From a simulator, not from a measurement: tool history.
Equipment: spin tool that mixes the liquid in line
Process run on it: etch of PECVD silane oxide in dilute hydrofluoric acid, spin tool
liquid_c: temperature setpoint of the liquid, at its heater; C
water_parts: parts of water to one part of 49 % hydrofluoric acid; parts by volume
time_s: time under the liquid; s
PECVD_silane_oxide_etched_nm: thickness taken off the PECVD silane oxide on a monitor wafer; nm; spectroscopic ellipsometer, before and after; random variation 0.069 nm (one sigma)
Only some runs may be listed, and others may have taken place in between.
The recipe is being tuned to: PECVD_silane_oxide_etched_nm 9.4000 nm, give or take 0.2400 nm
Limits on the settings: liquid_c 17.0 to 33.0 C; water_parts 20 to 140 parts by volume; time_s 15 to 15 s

run 1 day=0.000 | liquid_c=25.0 water_parts=75 time_s=15 | PECVD_silane_oxide_etched_nm=10.3370
run 2 day=0.108 | liquid_c=24.5 water_parts=75 time_s=15 | PECVD_silane_oxide_etched_nm=10.1650
run 3 day=0.446 | liquid_c=24.5 water_parts=60 time_s=15 | PECVD_silane_oxide_etched_nm=13.0080
run 4 day=0.779 | liquid_c=24.5 water_parts=60 time_s=15 | PECVD_silane_oxide_etched_nm=12.9720
run 5 day=1.083 | liquid_c=23.0 water_parts=60 time_s=15 | PECVD_silane_oxide_etched_nm=12.2210
run 6 day=1.412 | liquid_c=23.0 water_parts=35 time_s=15 | PECVD_silane_oxide_etched_nm=21.3920
run 7 day=1.633 | liquid_c=21.5 water_parts=40 time_s=15 | PECVD_silane_oxide_etched_nm=17.7910
run 8 day=1.896 | liquid_c=17.5 water_parts=70 time_s=15 | PECVD_silane_oxide_etched_nm=8.1955
run 9 day=1.921 | liquid_c=18.0 water_parts=70 time_s=15 | PECVD_silane_oxide_etched_nm=8.3581
run 10 day=2.246 | liquid_c=18.5 water_parts=70 time_s=15 | PECVD_silane_oxide_etched_nm=8.6622
run 11 day=2.388 | liquid_c=19.0 water_parts=70 time_s=15 | PECVD_silane_oxide_etched_nm=8.7087
run 12 day=2.517 | liquid_c=19.5 water_parts=70 time_s=15 | PECVD_silane_oxide_etched_nm=8.8511

Of the 5 settings listed for the next run, only one would bring every result within its allowed miss of target. Which one?
run A day=2.646 | liquid_c=19.0 water_parts=70 time_s=15 | PECVD_silane_oxide_etched_nm=?
run B day=2.646 | liquid_c=18.0 water_parts=60 time_s=15 | PECVD_silane_oxide_etched_nm=?
run C day=2.646 | liquid_c=20.0 water_parts=65 time_s=15 | PECVD_silane_oxide_etched_nm=?
run D day=2.646 | liquid_c=17.0 water_parts=60 time_s=15 | PECVD_silane_oxide_etched_nm=?
run E day=2.646 | liquid_c=21.0 water_parts=75 time_s=15 | PECVD_silane_oxide_etched_nm=?

move=A PECVD_silane_oxide_etched_nm=8.6815
move=B PECVD_silane_oxide_etched_nm=9.8173
move=C PECVD_silane_oxide_etched_nm=9.8084
move=D PECVD_silane_oxide_etched_nm=9.4038
move=E PECVD_silane_oxide_etched_nm=8.7585
A: the biggest miss grows against the last run
B: takes the biggest miss from the last run beyond its target
C: takes the biggest miss from the last run beyond its target
D: all results land within tolerance of their targets
E: the biggest miss grows against the last run
Go with D: it meets all targets.
